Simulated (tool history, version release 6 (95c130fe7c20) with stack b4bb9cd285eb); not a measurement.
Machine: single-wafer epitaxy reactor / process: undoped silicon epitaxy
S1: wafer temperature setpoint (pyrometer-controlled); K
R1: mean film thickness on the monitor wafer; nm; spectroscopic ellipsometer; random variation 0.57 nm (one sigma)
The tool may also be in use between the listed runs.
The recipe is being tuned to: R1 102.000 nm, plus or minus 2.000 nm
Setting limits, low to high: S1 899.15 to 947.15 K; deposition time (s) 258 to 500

run 1 hour=0.0 | S1=923.15 deposition_time_(s)=379 | R1=67.437
run 2 hour=2.1 | S1=923.15 deposition_time_(s)=324 | R1=57.961
run 3 hour=3.4 | S1=923.15 deposition_time_(s)=271 | R1=48.465
run 4 hour=4.8 | S1=931.15 deposition_time_(s)=294 | R1=63.770
run 5 hour=12.4 | S1=936.15 deposition_time_(s)=294 | R1=71.275
run 6 hour=14.3 | S1=940.15 deposition_time_(s)=305 | R1=82.240
run 7 hour=15.4 | S1=942.15 deposition_time_(s)=310 | R1=87.381
run 8 hour=16.2 | S1=944.15 deposition_time_(s)=314 | R1=93.345
run 9 hour=20.3 | S1=945.15 deposition_time_(s)=316 | R1=96.093
run 10 hour=23.9 | S1=946.15 deposition_time_(s)=317 | R1=99.262

Which of these 4 next moves meets every target?
run A hour=27.5 | S1=947.15 deposition_time_(s)=309 | R1=?
run B hour=27.5 | S1=946.15 deposition_time_(s)=304 | R1=?
run C hour=27.5 | S1=946.15 deposition_time_(s)=330 | R1=?
run D hour=27.5 | S1=947.15 deposition_time_(s)=297 | R1=?

move=A R1=97.400
move=B R1=93.602
move=C R1=101.610
move=D R1=93.617
A: further off than the last run
B: further off than the last run
C: every result lands within tolerance
D: further off than the last run
The move that meets every target is C.
